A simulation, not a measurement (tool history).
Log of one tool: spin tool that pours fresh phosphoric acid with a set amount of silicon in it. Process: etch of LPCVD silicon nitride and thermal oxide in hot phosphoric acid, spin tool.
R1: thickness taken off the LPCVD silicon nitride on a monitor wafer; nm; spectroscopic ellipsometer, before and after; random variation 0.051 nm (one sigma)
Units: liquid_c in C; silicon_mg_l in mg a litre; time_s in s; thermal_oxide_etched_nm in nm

run 1 hour=0 | liquid_c=164 silicon_mg_l=12 time_s=180 | R1=17.255 thermal_oxide_etched_nm=0.5555
run 2 hour=0.7 | liquid_c=163 silicon_mg_l=12 time_s=180 | R1=16.687 thermal_oxide_etched_nm=0.5145
run 3 hour=3.9 | liquid_c=162.5 silicon_mg_l=12.5 time_s=170 | R1=15.497 thermal_oxide_etched_nm=0.46916
run 4 hour=10.9 | liquid_c=162.5 silicon_mg_l=15 time_s=170 | R1=15.425 thermal_oxide_etched_nm=0.44213
run 5 hour=13.8 | liquid_c=162 silicon_mg_l=15 time_s=165 | R1=14.785 thermal_oxide_etched_nm=0.38047
run 6 hour=15.6 | liquid_c=162 silicon_mg_l=12 time_s=165 | R1=14.777 thermal_oxide_etched_nm=0.42168
run 7 hour=17 | liquid_c=161.5 silicon_mg_l=11.5 time_s=160 | R1=13.949 thermal_oxide_etched_nm=0.39788
run 8 hour=20 | liquid_c=161 silicon_mg_l=11.5 time_s=155 | R1=13.44 thermal_oxide_etched_nm=0.38227

The next listed run, before its measurement:
run 9 hour=24 | liquid_c=160.5 silicon_mg_l=11.5 time_s=155 | R1=? thermal_oxide_etched_nm=?

Run 9 gave R1 13.26 nm, thermal_oxide_etched_nm 0.33964 nm.
